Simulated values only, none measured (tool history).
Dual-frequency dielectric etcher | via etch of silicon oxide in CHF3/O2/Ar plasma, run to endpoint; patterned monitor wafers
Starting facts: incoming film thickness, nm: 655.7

| run | hour | source power (kW) | bias power (kW) | endpoint time (s) |
|---|---|---|---|---|
| 1 | 0.0 | 0.640 | 0.123 | 396.97 |
| 2 | 6.0 | 0.690 | 0.126 | 381.80 |
| 3 | 14.5 | 0.690 | 0.141 | 370.72 |
| 4 | 17.8 | 0.750 | 0.141 | 352.85 |
| 5 | 25.6 | 0.760 | 0.142 | 352.30 |
| 6 | 33.2 | 0.760 | 0.122 | 364.21 |

Estimate the outcome of run 7 from the log above:
| 7 | 35.7 | 0.780 | 0.123 | ? |

Logged for run 7: endpoint time (s) 360.03.

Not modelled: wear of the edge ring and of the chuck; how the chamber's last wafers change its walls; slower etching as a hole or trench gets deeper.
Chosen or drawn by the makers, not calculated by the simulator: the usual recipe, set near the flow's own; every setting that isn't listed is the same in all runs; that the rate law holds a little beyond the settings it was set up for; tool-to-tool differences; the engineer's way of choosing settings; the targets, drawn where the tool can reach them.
